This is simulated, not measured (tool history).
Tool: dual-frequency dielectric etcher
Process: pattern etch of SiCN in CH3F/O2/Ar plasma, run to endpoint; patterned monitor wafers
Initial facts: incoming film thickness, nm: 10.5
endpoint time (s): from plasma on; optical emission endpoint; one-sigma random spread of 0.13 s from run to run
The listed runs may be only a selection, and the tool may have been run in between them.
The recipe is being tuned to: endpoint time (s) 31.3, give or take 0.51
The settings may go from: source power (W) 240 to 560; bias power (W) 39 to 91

run,hour,source power (W),bias power (W),endpoint time (s)
1,0,400,65,27.845
2,1,400,73,26.844
3,4.7,350,73,28.587
4,7.9,330,73,28.995
5,14.7,260,73,32.171
6,19.9,240,73,33.227
7,21.4,250,73,32.421
8,24.7,260,73,32.159

Exercise: of the 5 proposed moves below, exactly one satisfies all targets within the stated allowed misses. Which move is it?
A,28,270,83,?
B,28,290,79,?
C,28,270,74,?
D,28,320,70,?
E,28,280,85,?

move,endpoint time (s)
A,30.517
B,30.093
C,31.575
D,29.952
E,29.857
A: the result that was furthest off in the last run now lies on the other side of its target
B: the result that was furthest off in the last run now lies on the other side of its target
C: in spec on every target
D: the result that was furthest off in the last run now lies on the other side of its target
E: the result that was furthest off in the last run now lies on the other side of its target
Correct choice: C, which meets every target

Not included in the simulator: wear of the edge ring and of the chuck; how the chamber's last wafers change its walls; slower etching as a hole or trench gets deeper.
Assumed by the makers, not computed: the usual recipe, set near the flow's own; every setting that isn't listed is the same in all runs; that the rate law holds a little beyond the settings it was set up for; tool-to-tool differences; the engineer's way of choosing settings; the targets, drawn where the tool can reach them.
